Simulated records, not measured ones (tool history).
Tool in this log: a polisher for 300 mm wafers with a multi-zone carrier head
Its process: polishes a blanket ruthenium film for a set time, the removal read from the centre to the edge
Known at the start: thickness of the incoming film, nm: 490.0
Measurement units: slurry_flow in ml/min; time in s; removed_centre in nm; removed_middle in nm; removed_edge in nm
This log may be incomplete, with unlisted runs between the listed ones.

Run 1, hour 0.0: slurry_flow 170 ml/min, centre_zone 1.00, middle_zone 1.00, edge_zone 1.00, time 89 s. Result: removed_centre 74.284 nm, removed_middle 73.079 nm, removed_edge 74.879 nm.
Run 2, hour 3.6: slurry_flow 155 ml/min, centre_zone 1.00, middle_zone 1.00, edge_zone 1.00, time 89 s. Result: removed_centre 71.533 nm, removed_middle 70.389 nm, removed_edge 74.383 nm.
Run 3, hour 12.6: slurry_flow 155 ml/min, centre_zone 0.97, middle_zone 1.00, edge_zone 1.00, time 89 s. Result: removed_centre 68.804 nm, removed_middle 71.536 nm, removed_edge 72.732 nm.
Run 4, hour 15.5: slurry_flow 150 ml/min, centre_zone 0.98, middle_zone 0.97, edge_zone 0.97, time 82 s. Result: removed_centre 63.194 nm, removed_middle 63.747 nm, removed_edge 68.442 nm.
Run 5, hour 22.9: slurry_flow 150 ml/min, centre_zone 0.95, middle_zone 0.97, edge_zone 0.97, time 82 s. Result: removed_centre 61.870 nm, removed_middle 64.583 nm, removed_edge 67.735 nm.
At hour 28.7: worn pad replaced by a new one.
Run 6, hour 28.7: slurry_flow 150 ml/min, centre_zone 0.95, middle_zone 0.97, edge_zone 0.90, time 82 s. Result: removed_centre 69.920 nm, removed_middle 70.728 nm, removed_edge 73.638 nm.
Run 7, hour 32.8: slurry_flow 165 ml/min, centre_zone 0.99, middle_zone 0.97, edge_zone 0.96, time 77 s. Result: removed_centre 69.435 nm, removed_middle 65.800 nm, removed_edge 70.270 nm.
Run 8, hour 36.0: slurry_flow 170 ml/min, centre_zone 1.01, middle_zone 0.98, edge_zone 1.01, time 69 s. Result: removed_centre 62.540 nm, removed_middle 60.769 nm, removed_edge 65.575 nm.
Run 9, hour 43.1: slurry_flow 155 ml/min, centre_zone 1.05, middle_zone 0.99, edge_zone 1.03, time 63 s. Result: removed_centre 59.146 nm, removed_middle 55.868 nm, removed_edge 58.527 nm.

Expected results for the next run?
Run 10, hour 51.5: slurry_flow 110 ml/min, centre_zone 1.05, middle_zone 0.89, edge_zone 1.02, time 46 s. Result: removed_centre ?, removed_middle ?, removed_edge ?.

{"run 10": {"removed_centre": 39.231, "removed_middle": 34.448, "removed_edge": 40.256}}
